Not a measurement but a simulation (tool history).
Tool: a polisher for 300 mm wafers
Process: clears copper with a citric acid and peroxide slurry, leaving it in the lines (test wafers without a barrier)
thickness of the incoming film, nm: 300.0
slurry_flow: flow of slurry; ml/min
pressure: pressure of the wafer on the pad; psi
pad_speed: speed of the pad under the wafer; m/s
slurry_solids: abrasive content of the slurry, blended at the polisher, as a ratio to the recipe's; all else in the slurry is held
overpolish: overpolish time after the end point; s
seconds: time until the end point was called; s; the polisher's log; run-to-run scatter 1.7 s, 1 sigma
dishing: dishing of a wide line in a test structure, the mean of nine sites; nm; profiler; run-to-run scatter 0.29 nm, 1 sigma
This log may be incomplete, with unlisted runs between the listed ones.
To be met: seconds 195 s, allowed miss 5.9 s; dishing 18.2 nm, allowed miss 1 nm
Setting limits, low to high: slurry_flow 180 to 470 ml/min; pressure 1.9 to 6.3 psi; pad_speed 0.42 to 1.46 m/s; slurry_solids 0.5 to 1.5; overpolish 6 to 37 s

{"run": 1, "day": 0.0, "slurry_flow": 300, "pressure": 4.1, "pad_speed": 0.94, "slurry_solids": 1, "overpolish": 19, "seconds": 133.86, "dishing": 29.122}
{"run": 2, "day": 0.154, "slurry_flow": 300, "pressure": 3.9, "pad_speed": 0.94, "slurry_solids": 1, "overpolish": 18, "seconds": 140.86, "dishing": 27.569}
{"run": 3, "day": 0.454, "slurry_flow": 300, "pressure": 3.7, "pad_speed": 0.94, "slurry_solids": 1, "overpolish": 17, "seconds": 148, "dishing": 25.305}
{"run": 4, "day": 0.612, "slurry_flow": 235, "pressure": 3.7, "pad_speed": 0.94, "slurry_solids": 1, "overpolish": 17, "seconds": 152.79, "dishing": 24.451}
{"run": 5, "day": 0.754, "slurry_flow": 235, "pressure": 3.7, "pad_speed": 0.78, "slurry_solids": 1, "overpolish": 17, "seconds": 181.15, "dishing": 21.932}
{"run": 6, "day": 0.796, "slurry_flow": 235, "pressure": 3.7, "pad_speed": 0.86, "slurry_solids": 1, "overpolish": 17, "seconds": 165.42, "dishing": 23.141}
{"run": 7, "day": 1.117, "slurry_flow": 235, "pressure": 3.6, "pad_speed": 0.86, "slurry_solids": 1, "overpolish": 17, "seconds": 171.3, "dishing": 22.908}
{"run": 8, "day": 1.304, "slurry_flow": 235, "pressure": 3.5, "pad_speed": 0.86, "slurry_solids": 1, "overpolish": 16, "seconds": 174.7, "dishing": 21.207}
{"run": 9, "day": 1.454, "slurry_flow": 235, "pressure": 3.4, "pad_speed": 0.86, "slurry_solids": 1, "overpolish": 16, "seconds": 180.91, "dishing": 20.127}
{"run": 10, "day": 1.504, "slurry_flow": 235, "pressure": 3, "pad_speed": 0.86, "slurry_solids": 1, "overpolish": 15, "seconds": 206.65, "dishing": 17.829}

Exactly one of the 4 candidate moves below puts every result within its allowed miss. Which one?
{"run": "A", "day": 1.554, "slurry_flow": 185, "pressure": 3.1, "pad_speed": 1.02, "slurry_solids": 0.85, "overpolish": 14, "seconds": "?", "dishing": "?"}
{"run": "B", "day": 1.554, "slurry_flow": 185, "pressure": 2.5, "pad_speed": 1.06, "slurry_solids": 1.2, "overpolish": 13, "seconds": "?", "dishing": "?"}
{"run": "C", "day": 1.554, "slurry_flow": 180, "pressure": 3.5, "pad_speed": 0.88, "slurry_solids": 0.9, "overpolish": 12, "seconds": "?", "dishing": "?"}
{"run": "D", "day": 1.554, "slurry_flow": 240, "pressure": 2.8, "pad_speed": 0.92, "slurry_solids": 1.2, "overpolish": 15, "seconds": "?", "dishing": "?"}

move=A seconds=179.9 dishing=18.512
move=B seconds=195.59 dishing=16.146
move=C seconds=182.78 dishing=16.062
move=D seconds=194.05 dishing=18.385
A: the result that was furthest off in the last run now lies on the other side of its target
B: meets the target for the result that was furthest off, but another lies outside its allowed miss
C: the result that was furthest off in the last run now lies on the other side of its target
D: each result inside its tolerance
D meets every target.
